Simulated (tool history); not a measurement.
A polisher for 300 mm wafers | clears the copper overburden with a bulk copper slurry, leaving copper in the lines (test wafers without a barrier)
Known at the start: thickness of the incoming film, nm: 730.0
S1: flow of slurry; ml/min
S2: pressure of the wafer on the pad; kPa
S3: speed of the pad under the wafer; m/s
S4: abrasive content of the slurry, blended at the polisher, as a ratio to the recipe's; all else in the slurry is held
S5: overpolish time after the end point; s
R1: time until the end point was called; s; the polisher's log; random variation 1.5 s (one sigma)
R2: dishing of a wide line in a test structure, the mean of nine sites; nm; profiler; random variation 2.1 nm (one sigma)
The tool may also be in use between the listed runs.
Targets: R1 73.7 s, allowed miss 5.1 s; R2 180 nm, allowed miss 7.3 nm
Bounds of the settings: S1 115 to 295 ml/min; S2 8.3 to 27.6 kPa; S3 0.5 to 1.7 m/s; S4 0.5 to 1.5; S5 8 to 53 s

{"run": 1, "hour": 0.0, "S1": 190, "S2": 17.9, "S3": 1.1, "S4": 1, "S5": 27, "R1": 95.149, "R2": 122.9}
{"run": 2, "hour": 8.1, "S1": 190, "S2": 17.9, "S3": 1.32, "S4": 1, "S5": 27, "R1": 78.198, "R2": 135.9}
{"run": 3, "hour": 13.6, "S1": 190, "S2": 18.6, "S3": 1.3, "S4": 1, "S5": 30, "R1": 76.808, "R2": 146.96}
{"run": 4, "hour": 20.0, "S1": 210, "S2": 18.6, "S3": 1.3, "S4": 1, "S5": 30, "R1": 78.052, "R2": 146.27}
{"run": 5, "hour": 24.9, "S1": 210, "S2": 19.3, "S3": 1.28, "S4": 1, "S5": 32, "R1": 75.602, "R2": 152.24}
{"run": 6, "hour": 28.6, "S1": 210, "S2": 19.3, "S3": 1.44, "S4": 1, "S5": 32, "R1": 65.773, "R2": 159.2}
{"run": 7, "hour": 35.8, "S1": 210, "S2": 19.3, "S3": 1.42, "S4": 1, "S5": 34, "R1": 68.034, "R2": 166}
{"run": 8, "hour": 38.8, "S1": 210, "S2": 19.3, "S3": 1.4, "S4": 1, "S5": 36, "R1": 70.361, "R2": 165.28}
{"run": 9, "hour": 46.3, "S1": 210, "S2": 19.3, "S3": 1.4, "S4": 1, "S5": 38, "R1": 69.901, "R2": 169.62}
{"run": 10, "hour": 54.2, "S1": 210, "S2": 19.3, "S3": 1.4, "S4": 1, "S5": 40, "R1": 66.967, "R2": 169.81}
{"run": 11, "hour": 58.0, "S1": 210, "S2": 19.3, "S3": 1.4, "S4": 1, "S5": 40, "R1": 67.963, "R2": 172.26}
{"run": 12, "hour": 64.6, "S1": 210, "S2": 19.3, "S3": 1.4, "S4": 1, "S5": 40, "R1": 68.541, "R2": 174.59}
{"hour": 66.1, "done": "worn pad replaced by a new one"}
{"run": 13, "hour": 66.1, "S1": 210, "S2": 19.3, "S3": 1.38, "S4": 1, "S5": 42, "R1": 64.725, "R2": 175.62}

Which of these 5 next moves meets every target?
{"run": "A", "hour": 67.6, "S1": 235, "S2": 16.5, "S3": 1.24, "S4": 0.95, "S5": 53, "R1": "?", "R2": "?"}
{"run": "B", "hour": 67.6, "S1": 120, "S2": 20.7, "S3": 1.68, "S4": 1.25, "S5": 30, "R1": "?", "R2": "?"}
{"run": "C", "hour": 67.6, "S1": 205, "S2": 17.2, "S3": 1.66, "S4": 0.9, "S5": 53, "R1": "?", "R2": "?"}
{"run": "D", "hour": 67.6, "S1": 240, "S2": 19.3, "S3": 1.18, "S4": 0.95, "S5": 52, "R1": "?", "R2": "?"}
{"run": "E", "hour": 67.6, "S1": 225, "S2": 17.9, "S3": 1.54, "S4": 1.05, "S5": 32, "R1": "?", "R2": "?"}

move=A R1=84.134 R2=165.07
move=B R1=54.126 R2=169.86
move=C R1=63.49 R2=177.67
move=D R1=75.631 R2=177.6
move=E R1=62.705 R2=158.49
A: takes the result that was furthest off past its target
B: further off than the last run
C: further off than the last run
D: meets every target
E: further off than the last run
The right move is D.
